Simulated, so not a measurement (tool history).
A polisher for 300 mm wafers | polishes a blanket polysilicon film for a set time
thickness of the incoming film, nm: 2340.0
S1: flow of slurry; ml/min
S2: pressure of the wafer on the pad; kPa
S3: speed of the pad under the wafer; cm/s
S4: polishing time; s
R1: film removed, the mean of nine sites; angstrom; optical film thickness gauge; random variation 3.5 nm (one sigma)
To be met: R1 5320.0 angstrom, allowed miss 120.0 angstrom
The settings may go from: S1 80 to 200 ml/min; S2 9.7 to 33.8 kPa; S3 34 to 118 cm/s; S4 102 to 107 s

run	day	S1	S2	S3	S4	R1
1	0.000	130	21.4	76	102	8150.3
2	0.175	130	24.8	76	102	8849.7
3	0.375	130	22.8	76	102	8453.0
4	0.421	130	25.5	76	102	9244.3
5	0.788	130	25.5	76	107	9518.5
6	1.129	100	25.5	76	107	9124.9
7	1.317	100	22.8	76	107	8452.2
8	1.625	100	22.8	76	107	8405.1
9	1.792	85	16.5	76	107	6862.0
10	2.108	85	15.2	76	107	6514.3
11	2.321	85	14.5	76	107	6390.5
12	2.550	85	13.8	76	107	6158.5
13	2.646	85	13.1	76	107	6016.2
14	2.783	85	12.4	76	107	5990.6
15	3.075	85	11.7	76	107	5780.7

Which of these 4 next moves meets every target?
A	3.367	95	11.0	78	102	?
B	3.367	95	11.7	80	107	?
C	3.367	95	11.7	72	103	?
D	3.367	90	10.3	86	102	?

move	R1
A	5554.9
B	6135.1
C	5332.1
D	5873.8
A: nearer than the last run, and not there yet
B: further off than the last run
C: meets every target
D: further off than the last run
The right move is C.
